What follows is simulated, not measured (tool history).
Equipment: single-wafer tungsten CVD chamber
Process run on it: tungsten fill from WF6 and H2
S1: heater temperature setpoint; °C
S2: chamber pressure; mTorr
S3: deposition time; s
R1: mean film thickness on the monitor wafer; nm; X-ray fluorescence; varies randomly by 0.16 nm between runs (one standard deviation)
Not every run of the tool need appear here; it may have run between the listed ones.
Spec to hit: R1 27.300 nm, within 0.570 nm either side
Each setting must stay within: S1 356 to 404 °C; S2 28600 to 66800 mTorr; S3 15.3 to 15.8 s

run  hour   S1     S2    S3      R1
  1   0.0  380  47700  15.3  41.650
  2   1.9  380  47700  15.3  41.341
  3   6.4  374  47500  15.3  36.332
  4  11.5  370  47400  15.3  32.737
  5  12.9  368  47300  15.3  31.070
  6  14.6  367  47200  15.3  30.602
  7  20.5  366  47100  15.3  29.717
  8  27.9  365  47100  15.3  28.653
  9  30.5  364  47100  15.3  28.260

5 candidate next runs follow, results not yet known. Just one meets every target within its allowed miss. Identify it.
  A  33.1  368  39800  15.4   ?
  B  33.1  364  40000  15.5   ?
  C  33.1  363  50500  15.5   ?
  D  33.1  363  50000  15.8   ?
  E  33.1  365  42000  15.5   ?

move      R1
   A  28.173
   B  25.817
   C  29.178
   D  29.570
   E  27.327
A: closer than the last run, but not yet in spec
B: the result that was furthest off in the last run now lies on the other side of its target
C: its largest miss is bigger than the last run's
D: its largest miss is bigger than the last run's
E: meets every target
Move E is the one to make.

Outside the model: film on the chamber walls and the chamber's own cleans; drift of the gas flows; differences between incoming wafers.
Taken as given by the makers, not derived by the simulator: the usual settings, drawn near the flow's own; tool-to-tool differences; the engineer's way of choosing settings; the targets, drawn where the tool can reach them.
